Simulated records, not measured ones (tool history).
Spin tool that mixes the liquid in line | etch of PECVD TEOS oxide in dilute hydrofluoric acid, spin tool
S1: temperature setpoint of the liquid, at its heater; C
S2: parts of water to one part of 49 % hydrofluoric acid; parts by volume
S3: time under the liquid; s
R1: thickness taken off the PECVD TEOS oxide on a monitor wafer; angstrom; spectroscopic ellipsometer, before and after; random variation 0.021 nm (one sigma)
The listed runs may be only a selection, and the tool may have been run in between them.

| run | day | S1 | S2 | S3 | R1 |
|---|---|---|---|---|---|
| 1 | 0 | 22 | 125 | 70 | 63.65 |
| 2 | 0.188 | 21 | 145 | 70 | 51.129 |
| 3 | 0.208 | 21 | 170 | 70 | 42.925 |
| 4 | 0.338 | 21 | 145 | 70 | 52.238 |
| 5 | 0.388 | 21 | 145 | 55 | 40.582 |
| 6 | 0.458 | 20 | 150 | 55 | 37.657 |
| 7 | 0.788 | 19.5 | 155 | 55 | 35.241 |

Expected results for the next run?
| 8 | 1.075 | 19 | 160 | 55 | ? |

{"run 8": {"R1": 33.639}}
